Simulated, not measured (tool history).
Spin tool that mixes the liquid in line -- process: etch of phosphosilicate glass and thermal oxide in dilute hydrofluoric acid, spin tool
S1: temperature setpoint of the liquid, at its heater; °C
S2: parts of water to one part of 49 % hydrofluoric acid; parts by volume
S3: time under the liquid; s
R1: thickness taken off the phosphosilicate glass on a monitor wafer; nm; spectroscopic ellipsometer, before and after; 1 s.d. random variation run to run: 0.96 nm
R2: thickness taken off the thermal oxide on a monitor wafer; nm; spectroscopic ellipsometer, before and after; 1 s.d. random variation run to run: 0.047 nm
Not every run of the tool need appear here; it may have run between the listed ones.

| run | day | S1 | S2 | S3 | R1 | R2 |
|---|---|---|---|---|---|---|
| 1 | 0 | 21 | 45 | 30 | 107.8 | 2.9878 |
| 2 | 0.025 | 22.5 | 45 | 30 | 112.66 | 3.1798 |
| 3 | 0.292 | 19.5 | 45 | 30 | 100.89 | 2.8633 |
| 4 | 0.608 | 21.5 | 45 | 30 | 110.64 | 3.0217 |
| 5 | 0.721 | 22.5 | 45 | 30 | 112.86 | 3.1376 |
| 6 | 0.746 | 22.5 | 45 | 20 | 76.135 | 2.0928 |
| 7 | 0.883 | 24 | 40 | 20 | 90.289 | 2.6108 |

Estimate the outcome of run 8 from the log above:
| 8 | 1.196 | 24.5 | 40 | 20 | ? | ? |

R1: 92.493 nm
R2: 2.5753 nm
